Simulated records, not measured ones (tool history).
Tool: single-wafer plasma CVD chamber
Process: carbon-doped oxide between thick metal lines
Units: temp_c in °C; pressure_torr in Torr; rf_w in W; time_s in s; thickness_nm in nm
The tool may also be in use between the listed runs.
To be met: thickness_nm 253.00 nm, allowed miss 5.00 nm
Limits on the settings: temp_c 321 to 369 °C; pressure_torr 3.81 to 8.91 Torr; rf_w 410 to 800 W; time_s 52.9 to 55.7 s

| run | hour | temp_c | pressure_torr | rf_w | time_s | thickness_nm |
|---|---|---|---|---|---|---|
| 1 | 0.0 | 345 | 6.36 | 605 | 55.7 | 335.60 |
| 2 | 3.2 | 345 | 7.27 | 605 | 55.7 | 338.27 |
| 3 | 6.1 | 345 | 7.27 | 605 | 52.9 | 321.89 |
| 4 | 9.3 | 350 | 7.18 | 550 | 52.9 | 291.87 |
| 5 | 17.9 | 350 | 7.18 | 550 | 52.9 | 295.15 |
| 6 | 18.4 | 354 | 7.11 | 530 | 52.9 | 281.61 |
| 7 | 22.4 | 366 | 6.18 | 480 | 52.9 | 245.40 |
| 8 | 24.9 | 365 | 6.23 | 480 | 52.9 | 246.55 |
| 9 | 33.2 | 364 | 6.27 | 480 | 52.9 | 246.76 |

Consider the 5 candidate settings below. Which is the only one whose results all fall within their allowed miss of target?
| A | 41.5 | 356 | 7.72 | 500 | 52.9 | ? |
| B | 41.5 | 362 | 5.66 | 485 | 55.7 | ? |
| C | 41.5 | 358 | 6.11 | 470 | 55.0 | ? |
| D | 41.5 | 363 | 6.05 | 490 | 55.7 | ? |
| E | 41.5 | 368 | 7.28 | 485 | 55.7 | ? |

| move | thickness_nm |
|---|---|
| A | 267.69 |
| B | 261.90 |
| C | 255.15 |
| D | 266.09 |
| E | 264.61 |
A: moves the result that the last run missed by most past its target, out the other side
B: moves the result that the last run missed by most past its target, out the other side
C: every result lands within tolerance
D: moves the result that the last run missed by most past its target, out the other side
E: moves the result that the last run missed by most past its target, out the other side
C meets every target.
